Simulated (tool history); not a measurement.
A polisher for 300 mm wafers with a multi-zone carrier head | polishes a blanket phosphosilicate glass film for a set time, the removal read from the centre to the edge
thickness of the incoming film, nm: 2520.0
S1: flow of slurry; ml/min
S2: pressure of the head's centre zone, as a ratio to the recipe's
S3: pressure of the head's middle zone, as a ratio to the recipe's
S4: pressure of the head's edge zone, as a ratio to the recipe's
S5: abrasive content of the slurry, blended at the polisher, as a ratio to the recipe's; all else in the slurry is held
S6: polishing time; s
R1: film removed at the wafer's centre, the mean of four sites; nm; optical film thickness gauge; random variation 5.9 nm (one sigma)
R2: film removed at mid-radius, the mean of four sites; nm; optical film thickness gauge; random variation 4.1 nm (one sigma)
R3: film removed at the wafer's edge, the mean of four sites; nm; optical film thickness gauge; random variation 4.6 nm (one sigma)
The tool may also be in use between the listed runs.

run	day	S1	S2	S3	S4	S5	S6	R1	R2	R3
1	0.000	290	1.00	1.00	1.00	1.00	35	310.80	325.29	323.73
2	0.133	245	1.00	1.00	1.00	1.00	35	301.44	318.29	325.71
3	0.396	255	1.04	1.03	1.01	1.05	35	321.71	332.46	326.21
4	0.533	255	1.04	0.95	1.01	1.05	35	317.24	314.93	331.06
5	0.671	255	1.04	1.02	1.01	1.05	35	325.96	326.68	330.15
6	0.829	265	1.05	1.05	1.02	1.10	35	327.97	348.54	340.97
7	0.971	275	1.09	1.06	1.02	1.15	35	353.33	354.70	352.02
8	1.200	295	1.17	1.16	1.01	1.25	35	380.81	406.59	354.76

The next listed run, before its measurement:
# day 1.400: centre zone pressure recalibrated
9	1.400	290	1.19	1.08	1.04	1.30	35	?	?	?

{"run 9": {"R1": 425.9, "R2": 390.07, "R3": 364.76}}
